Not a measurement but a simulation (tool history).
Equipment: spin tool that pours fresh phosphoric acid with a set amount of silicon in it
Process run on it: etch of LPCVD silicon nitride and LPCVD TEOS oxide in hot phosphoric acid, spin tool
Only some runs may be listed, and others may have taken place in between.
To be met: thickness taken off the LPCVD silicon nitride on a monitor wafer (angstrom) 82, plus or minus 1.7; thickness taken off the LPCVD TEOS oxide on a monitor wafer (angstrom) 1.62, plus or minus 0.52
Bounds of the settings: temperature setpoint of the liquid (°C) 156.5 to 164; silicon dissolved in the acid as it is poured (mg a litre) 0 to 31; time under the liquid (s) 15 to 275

run	day	temperature setpoint of the liquid (°C)	silicon dissolved in the acid as it is poured (mg a litre)	time under the liquid (s)	thickness taken off the LPCVD silicon nitride on a monitor wafer (angstrom)	thickness taken off the LPCVD TEOS oxide on a monitor wafer (angstrom)
1	0	159	13.5	140	113.67	3.3334
2	0.033	159	13.5	175	141.74	3.9736
3	0.362	158.5	16	160	126.16	3.4353
4	0.621	158.5	16	190	150.55	4.7764
5	0.717	158.5	9.5	190	150.37	5.6034
6	0.758	158.5	9.5	155	122.85	3.865
7	1.112	158.5	9.5	155	123.67	4.2938
8	1.417	158	12.5	145	113.04	3.6785
9	1.558	158	16	135	105.73	3.0407
# day 1.679: thermometer replaced
10	1.679	158	19	130	97.908	2.7043
11	1.733	158	21.5	125	93.514	2.1407
12	2.1	157.5	22.5	125	92.582	1.8493
13	2.333	157.5	22.5	120	89.102	1.9078
14	2.404	157.5	23	120	88.641	1.6833
15	2.504	157.5	22.5	120	88.004	1.997
16	2.804	157.5	23.5	120	88.57	2.0412
17	2.867	157.5	24.5	120	88.903	1.6778
18	2.912	156.5	22.5	110	78.468	1.5198
19	3.15	157	23	110	79.635	1.6702
20	3.304	157	23.5	110	79.372	1.8469
21	3.633	157	24	110	79.47	1.6783
22	3.854	157	24.5	110	79.746	1.426
23	3.983	157	24	110	79.797	1.629
24	4.342	157	24.5	110	79.078	1.4858

Exactly one of the 4 candidate moves below puts every result within its allowed miss. Which one?
A	4.7	156.5	25	105	?	?
B	4.7	156.5	24.5	115	?	?
C	4.7	158.5	20	100	?	?
D	4.7	156.5	27.5	105	?	?

move	thickness taken off the LPCVD silicon nitride on a monitor wafer (angstrom)	thickness taken off the LPCVD TEOS oxide on a monitor wafer (angstrom)
A	74.9	1.4248
B	82.033	1.5865
C	76.349	1.8392
D	74.9	1.3061
A: further off than the last run
B: all results in spec
C: further off than the last run
D: further off than the last run
Correct choice: B, which meets every target

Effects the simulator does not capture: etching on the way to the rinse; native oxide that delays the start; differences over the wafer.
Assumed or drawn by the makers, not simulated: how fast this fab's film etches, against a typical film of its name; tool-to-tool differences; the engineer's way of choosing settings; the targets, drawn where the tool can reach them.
